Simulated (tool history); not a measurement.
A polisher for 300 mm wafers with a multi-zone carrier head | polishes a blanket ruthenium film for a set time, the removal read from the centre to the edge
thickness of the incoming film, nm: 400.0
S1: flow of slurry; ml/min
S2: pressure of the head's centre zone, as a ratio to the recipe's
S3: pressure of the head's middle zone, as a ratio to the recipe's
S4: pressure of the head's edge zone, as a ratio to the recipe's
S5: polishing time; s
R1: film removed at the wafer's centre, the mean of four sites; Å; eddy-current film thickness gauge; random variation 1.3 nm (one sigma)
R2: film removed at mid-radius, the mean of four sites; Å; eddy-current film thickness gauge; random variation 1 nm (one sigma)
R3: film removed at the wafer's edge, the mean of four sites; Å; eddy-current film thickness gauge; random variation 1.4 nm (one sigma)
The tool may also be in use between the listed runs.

Run 1, hour 0.0: S1 285 ml/min, S2 1.00, S3 1.00, S4 1.00, S5 84 s. Result: R1 841.64 Å, R2 856.82 Å, R3 831.27 Å.
Run 2, hour 7.8: S1 290 ml/min, S2 0.99, S3 1.04, S4 1.03, S5 89 s. Result: R1 869.21 Å, R2 934.22 Å, R3 909.37 Å.
Run 3, hour 11.2: S1 300 ml/min, S2 0.99, S3 1.07, S4 1.03, S5 93 s. Result: R1 928.47 Å, R2 1012.40 Å, R3 921.96 Å.
Run 4, hour 12.9: S1 300 ml/min, S2 0.99, S3 1.07, S4 1.03, S5 86 s. Result: R1 822.62 Å, R2 915.68 Å, R3 871.33 Å.
Run 5, hour 15.9: S1 305 ml/min, S2 0.99, S3 1.09, S4 1.05, S5 91 s. Result: R1 895.81 Å, R2 1017.30 Å, R3 936.88 Å.
Run 6, hour 22.1: S1 305 ml/min, S2 1.02, S3 1.09, S4 1.05, S5 91 s. Result: R1 929.11 Å, R2 1006.30 Å, R3 930.14 Å.
Run 7, hour 24.2: S1 310 ml/min, S2 1.01, S3 1.11, S4 1.08, S5 94 s. Result: R1 937.47 Å, R2 1048.10 Å, R3 960.82 Å.
Run 8, hour 29.4: S1 310 ml/min, S2 1.00, S3 1.12, S4 1.10, S5 97 s. Result: R1 940.25 Å, R2 1078.10 Å, R3 1009.70 Å.

Run 9 comes next. What will it give?
Run 9, hour 35.8: S1 315 ml/min, S2 1.00, S3 1.14, S4 1.11, S5 100 s. Result: R1 ?, R2 ?, R3 ?.

R1: 985.43 Å
R2: 1152.20 Å
R3: 1035.50 Å

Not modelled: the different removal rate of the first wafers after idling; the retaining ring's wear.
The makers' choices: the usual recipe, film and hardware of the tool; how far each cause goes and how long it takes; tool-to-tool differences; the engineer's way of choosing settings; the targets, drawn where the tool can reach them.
